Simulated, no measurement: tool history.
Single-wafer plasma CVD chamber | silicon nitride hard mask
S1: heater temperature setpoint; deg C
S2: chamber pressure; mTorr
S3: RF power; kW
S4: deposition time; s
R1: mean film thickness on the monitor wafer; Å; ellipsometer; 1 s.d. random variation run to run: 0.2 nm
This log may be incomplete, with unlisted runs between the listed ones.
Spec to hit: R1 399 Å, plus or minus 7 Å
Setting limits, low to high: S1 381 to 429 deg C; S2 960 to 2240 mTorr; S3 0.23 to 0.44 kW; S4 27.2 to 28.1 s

run 1 day=0 | S1=405 S2=1600 S3=0.335 S4=27.2 | R1=332.9
run 2 day=0.258 | S1=405 S2=1330 S3=0.335 S4=27.2 | R1=315.46
run 3 day=0.392 | S1=405 S2=1510 S3=0.345 S4=27.2 | R1=334.32
run 4 day=0.558 | S1=405 S2=1510 S3=0.315 S4=27.2 | R1=309.6
run 5 day=0.612 | S1=415 S2=1510 S3=0.315 S4=27.2 | R1=308.86
run 6 day=0.775 | S1=415 S2=1660 S3=0.33 S4=27.2 | R1=328.14
run 7 day=0.908 | S1=415 S2=1780 S3=0.34 S4=27.2 | R1=341.04
run 8 day=1.108 | S1=415 S2=1880 S3=0.35 S4=27.2 | R1=358
run 9 day=1.138 | S1=415 S2=2200 S3=0.37 S4=27.3 | R1=389.98
run 10 day=1.317 | S1=415 S2=2210 S3=0.37 S4=27.3 | R1=390.65
run 11 day=1.35 | S1=415 S2=2220 S3=0.37 S4=27.3 | R1=389.66

Which one of the following 4 next-run settings gets every result inside its allowed miss? There is exactly one.
run A day=1.383 | S1=405 S2=2220 S3=0.345 S4=27.7 | R1=?
run B day=1.383 | S1=417 S2=1850 S3=0.39 S4=28.1 | R1=?
run C day=1.383 | S1=425 S2=2240 S3=0.35 S4=28.1 | R1=?
run D day=1.383 | S1=421 S2=2240 S3=0.335 S4=27.9 | R1=?

move=A R1=376.28
move=B R1=399.29
move=C R1=383.97
move=D R1=368.64
A: lands further from the targets than the last run did
B: every result lands within tolerance
C: lands further from the targets than the last run did
D: lands further from the targets than the last run did
B meets every target.
